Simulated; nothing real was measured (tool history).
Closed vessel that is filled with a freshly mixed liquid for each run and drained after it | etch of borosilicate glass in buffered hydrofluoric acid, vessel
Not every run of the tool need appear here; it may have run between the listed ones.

run,hour,temperature setpoint of the liquid (C),parts of 40 % ammonium fluoride to one part of 49 % hydrofluoric acid (parts by volume),time in the liquid (s),thickness taken off the borosilicate glass on a monitor wafer (Å)
1,0.0,23.0,8.5,105,1397.3
2,0.8,23.0,9.5,105,1275.1
3,4.1,23.0,9.5,105,1279.0
4,5.1,24.0,9.0,105,1407.9
5,9.5,24.5,8.5,105,1529.0
6,14.2,24.5,8.5,105,1536.0
7,15.1,25.0,8.5,105,1575.6

Run 8 has not been measured yet. What should we expect?
8,23.8,25.5,8.5,105,?

Logged for run 8: thickness taken off the borosilicate glass on a monitor wafer (Å) 1618.0.

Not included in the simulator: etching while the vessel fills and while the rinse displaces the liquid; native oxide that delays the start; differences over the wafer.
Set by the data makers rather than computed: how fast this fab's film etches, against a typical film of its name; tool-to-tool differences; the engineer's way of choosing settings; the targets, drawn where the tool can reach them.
